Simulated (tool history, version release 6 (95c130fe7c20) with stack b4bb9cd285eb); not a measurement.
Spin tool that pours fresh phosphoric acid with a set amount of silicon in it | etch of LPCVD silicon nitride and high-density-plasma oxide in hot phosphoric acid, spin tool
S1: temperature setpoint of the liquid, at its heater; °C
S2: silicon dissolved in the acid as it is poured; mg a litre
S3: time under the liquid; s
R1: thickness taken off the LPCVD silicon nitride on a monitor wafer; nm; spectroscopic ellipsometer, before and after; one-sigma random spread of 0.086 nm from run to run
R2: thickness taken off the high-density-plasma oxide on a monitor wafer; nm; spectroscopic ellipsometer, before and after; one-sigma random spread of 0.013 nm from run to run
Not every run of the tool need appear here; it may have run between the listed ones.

Run 1, hour 0.0: S1 160.0 °C, S2 13.5 mg a litre, S3 180 s. Result: R1 14.282 nm, R2 0.50770 nm.
Run 2, hour 1.9: S1 160.0 °C, S2 13.5 mg a litre, S3 235 s. Result: R1 18.641 nm, R2 0.66588 nm.
Run 3, hour 8.5: S1 160.0 °C, S2 13.5 mg a litre, S3 270 s. Result: R1 21.275 nm, R2 0.80558 nm.
Run 4, hour 13.6: S1 161.0 °C, S2 13.5 mg a litre, S3 270 s. Result: R1 22.181 nm, R2 0.95947 nm.
Run 5, hour 15.5: S1 160.5 °C, S2 14.5 mg a litre, S3 255 s. Result: R1 20.655 nm, R2 0.75556 nm.
Run 6, hour 17.5: S1 160.0 °C, S2 15.0 mg a litre, S3 240 s. Result: R1 19.130 nm, R2 0.69506 nm.
Run 7, hour 24.8: S1 159.5 °C, S2 16.0 mg a litre, S3 225 s. Result: R1 17.744 nm, R2 0.64533 nm.
Run 8, hour 29.7: S1 159.0 °C, S2 18.5 mg a litre, S3 210 s. Result: R1 16.100 nm, R2 0.52478 nm.

Estimate the outcome of run 9 from the log above:
Run 9, hour 35.6: S1 159.0 °C, S2 18.5 mg a litre, S3 210 s. Result: R1 ?, R2 ?.

{"run 9": {"R1": 16.192, "R2": 0.52759}}
